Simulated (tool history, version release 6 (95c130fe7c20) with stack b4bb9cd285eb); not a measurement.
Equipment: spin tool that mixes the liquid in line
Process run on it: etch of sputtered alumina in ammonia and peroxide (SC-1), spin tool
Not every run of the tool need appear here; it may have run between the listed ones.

run  hour  temperature setpoint of the liquid (K)  parts of 29 % ammonia solution to one part of 30 % peroxide (parts by volume)  time under the liquid (s)  thickness taken off the sputtered alumina on a monitor wafer (angstrom)
  1     0                                  331.15                                                                            0.6                         15                                                                    20.34
  2   1.6                                  330.65                                                                            0.6                         15                                                                   19.895
  3   3.4                                  330.65                                                                           0.75                         15                                                                   20.289
  4     6                                  330.65                                                                           0.75                         15                                                                   20.194
  5  12.1                                  334.15                                                                           0.75                         15                                                                    24.69
  6  13.8                                  334.15                                                                           0.55                         15                                                                   23.816
  7  19.3                                  333.15                                                                           0.55                         15                                                                    22.26
  8  19.9                                  332.65                                                                           0.55                         15                                                                   21.891

Expected results for the next run?
  9  26.5                                  326.65                                                                           0.55                         15                                                                        ?

Run 9 came out at thickness taken off the sputtered alumina on a monitor wafer (angstrom) 15.951.
